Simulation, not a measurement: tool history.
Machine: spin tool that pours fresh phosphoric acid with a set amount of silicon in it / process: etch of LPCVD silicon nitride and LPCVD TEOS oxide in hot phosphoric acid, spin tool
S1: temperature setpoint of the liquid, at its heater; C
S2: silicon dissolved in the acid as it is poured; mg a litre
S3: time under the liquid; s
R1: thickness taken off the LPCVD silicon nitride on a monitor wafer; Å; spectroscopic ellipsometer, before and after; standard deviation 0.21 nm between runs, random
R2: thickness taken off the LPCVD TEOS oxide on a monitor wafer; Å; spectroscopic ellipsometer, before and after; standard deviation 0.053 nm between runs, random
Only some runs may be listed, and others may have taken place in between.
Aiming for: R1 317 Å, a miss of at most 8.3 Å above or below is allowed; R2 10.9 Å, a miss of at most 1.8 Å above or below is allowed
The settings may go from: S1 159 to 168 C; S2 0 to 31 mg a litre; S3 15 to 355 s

| run | day | S1 | S2 | S3 | R1 | R2 |
|---|---|---|---|---|---|---|
| 1 | 0 | 164 | 13.5 | 180 | 197.74 | 8.6437 |
| 2 | 0.246 | 164.5 | 15 | 190 | 214.92 | 8.1847 |
| 3 | 0.417 | 164.5 | 15 | 155 | 175.15 | 7.7401 |
| 4 | 0.721 | 164.5 | 15 | 205 | 231.24 | 9.5769 |
| 5 | 0.996 | 164.5 | 15 | 235 | 266.61 | 11.234 |
| 6 | 1.321 | 164.5 | 9.5 | 235 | 266.39 | 12.934 |
| 7 | 1.375 | 165 | 11 | 235 | 269.45 | 13.13 |
| 8 | 1.512 | 165 | 12.5 | 235 | 269.98 | 11.686 |
| 9 | 1.675 | 165 | 13 | 240 | 273.91 | 11.918 |
| 10 | 1.742 | 165 | 14 | 245 | 282.32 | 12.082 |

Pick the move, out of 5, that brings all results within their allowed miss; only one does.
| A | 1.808 | 162.5 | 20.5 | 320 | ? | ? |
| B | 1.808 | 163.5 | 18.5 | 290 | ? | ? |
| C | 1.808 | 164.5 | 11.5 | 210 | ? | ? |
| D | 1.808 | 167.5 | 8.5 | 195 | ? | ? |
| E | 1.808 | 165 | 14 | 240 | ? | ? |

| move | R1 | R2 |
|---|---|---|
| A | 337.44 | 9.7104 |
| B | 316.1 | 10.016 |
| C | 236.57 | 9.2963 |
| D | 242.3 | 11.455 |
| E | 274.85 | 10.383 |
A: pushes the last run's worst result past its target
B: each result inside its tolerance
C: the biggest miss grows against the last run
D: the biggest miss grows against the last run
E: the biggest miss grows against the last run
The right move is B.
